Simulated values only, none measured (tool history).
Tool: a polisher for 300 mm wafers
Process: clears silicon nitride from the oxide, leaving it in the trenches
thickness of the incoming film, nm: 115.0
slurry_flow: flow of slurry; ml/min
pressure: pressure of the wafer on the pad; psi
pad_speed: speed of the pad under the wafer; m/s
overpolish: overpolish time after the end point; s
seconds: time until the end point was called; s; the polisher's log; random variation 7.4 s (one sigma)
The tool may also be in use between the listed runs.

| run | day | slurry_flow | pressure | pad_speed | overpolish | seconds |
|---|---|---|---|---|---|---|
| 1 | 0.000 | 140 | 2.9 | 0.80 | 37 | 203.16 |
| 2 | 0.096 | 140 | 2.7 | 0.76 | 37 | 226.20 |
| 3 | 0.246 | 140 | 2.7 | 0.68 | 37 | 252.81 |
| 4 | 0.288 | 140 | 2.5 | 0.66 | 37 | 280.76 |
| 5 | 0.604 | 140 | 2.1 | 0.66 | 37 | 333.85 |
| 6 | 0.842 | 140 | 2.0 | 0.66 | 37 | 347.98 |
| 7 | 1.096 | 130 | 1.3 | 0.54 | 37 | 647.23 |
| 8 | 1.442 | 135 | 1.3 | 0.54 | 37 | 642.57 |

Run 9 comes next. What will it give?
| 9 | 1.488 | 145 | 2.0 | 0.56 | 37 | ? |

{"run 9": {"seconds": 412.38}}
